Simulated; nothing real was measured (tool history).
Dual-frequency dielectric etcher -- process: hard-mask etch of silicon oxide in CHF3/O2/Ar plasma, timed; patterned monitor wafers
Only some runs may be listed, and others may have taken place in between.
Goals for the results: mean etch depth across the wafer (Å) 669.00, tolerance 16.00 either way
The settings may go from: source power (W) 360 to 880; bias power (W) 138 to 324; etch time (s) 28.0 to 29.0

run  hour  source power (W)  bias power (W)  etch time (s)  mean etch depth across the wafer (Å)
  1   0.0               620             231           28.0                                601.27
  2   7.0               630             232           28.0                                606.39
  3  11.2               640             233           28.0                                607.80
  4  16.1               650             235           28.0                                607.17
  5  25.1               660             239           28.0                                619.08
  6  29.7               670             241           28.0                                618.86
  7  34.7               680             244           28.0                                624.94
  8  35.7               690             246           28.0                                632.18
  9  36.4               700             247           28.0                                631.99
 10  37.3               710             249           28.0                                638.71
 11  43.9               720             250           28.0                                642.33
 12  47.1               730             251           28.0                                647.36
 13  50.3               730             252           28.0                                646.55
 14  52.1               730             252           28.0                                640.61
 15  54.6               740             254           28.0                                643.71
 16  57.1               740             256           28.0                                649.29

Next run, 5 choices. One meets every target within its allowed miss, the rest don't. Which?
  A  59.6               750             297           29.0                                     ?
  B  59.6               740             274           28.5                                     ?
  C  59.6               730             250           28.0                                     ?
  D  59.6               740             232           28.0                                     ?
  E  59.6               740             240           28.0                                     ?

move  mean etch depth across the wafer (Å)
   A                                696.79
   B                                668.58
   C                                640.05
   D                                631.81
   E                                636.68
A: the result that was furthest off in the last run now lies on the other side of its target
B: in spec on every target
C: the biggest miss grows against the last run
D: the biggest miss grows against the last run
E: the biggest miss grows against the last run
So the answer is move B, the one that meets all the targets.

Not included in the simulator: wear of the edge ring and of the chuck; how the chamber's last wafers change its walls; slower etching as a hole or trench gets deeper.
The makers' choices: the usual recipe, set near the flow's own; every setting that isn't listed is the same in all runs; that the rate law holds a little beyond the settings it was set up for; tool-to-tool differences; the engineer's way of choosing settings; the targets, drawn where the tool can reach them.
